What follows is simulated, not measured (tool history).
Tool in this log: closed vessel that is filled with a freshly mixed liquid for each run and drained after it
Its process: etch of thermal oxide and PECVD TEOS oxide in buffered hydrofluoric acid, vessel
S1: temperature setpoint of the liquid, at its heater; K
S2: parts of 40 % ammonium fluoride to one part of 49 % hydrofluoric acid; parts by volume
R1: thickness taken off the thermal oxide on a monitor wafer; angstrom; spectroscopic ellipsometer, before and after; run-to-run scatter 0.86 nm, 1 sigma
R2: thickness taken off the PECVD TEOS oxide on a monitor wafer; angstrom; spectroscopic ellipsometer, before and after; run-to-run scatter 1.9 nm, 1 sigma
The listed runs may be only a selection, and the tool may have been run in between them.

{"run": 1, "hour": 0.0, "S1": 294.15, "S2": 14, "time in the liquid (s)": 60, "R1": 432.29, "R2": 626.91}
{"run": 2, "hour": 7.6, "S1": 291.65, "S2": 14, "time in the liquid (s)": 60, "R1": 379.25, "R2": 540.53}
{"run": 3, "hour": 12.0, "S1": 291.65, "S2": 14, "time in the liquid (s)": 75, "R1": 471.27, "R2": 668.21}
{"run": 4, "hour": 14.1, "S1": 291.65, "S2": 17, "time in the liquid (s)": 75, "R1": 392.45, "R2": 556.73}
{"run": 5, "hour": 17.0, "S1": 294.15, "S2": 17, "time in the liquid (s)": 75, "R1": 451.67, "R2": 644.22}
{"run": 6, "hour": 22.6, "S1": 294.15, "S2": 17, "time in the liquid (s)": 50, "R1": 299.89, "R2": 429.19}
{"run": 7, "hour": 28.4, "S1": 295.15, "S2": 15.5, "time in the liquid (s)": 55, "R1": 382.65, "R2": 540.64}
{"run": 8, "hour": 35.9, "S1": 296.15, "S2": 14.5, "time in the liquid (s)": 60, "R1": 471.51, "R2": 673.37}
{"run": 9, "hour": 39.7, "S1": 296.65, "S2": 13.5, "time in the liquid (s)": 65, "R1": 559.93, "R2": 803.71}
{"run": 10, "hour": 48.0, "S1": 297.15, "S2": 12.5, "time in the liquid (s)": 70, "R1": 674.71, "R2": 956.29}
{"run": 11, "hour": 49.3, "S1": 301.15, "S2": 8, "time in the liquid (s)": 95, "R1": 1714, "R2": 2468.3}

For run 12, what comes out?
{"run": 12, "hour": 51.9, "S1": 302.15, "S2": 6, "time in the liquid (s)": 95, "R1": "?", "R2": "?"}

Run 12 measured R1 2358.7 angstrom, R2 3335.1 angstrom.
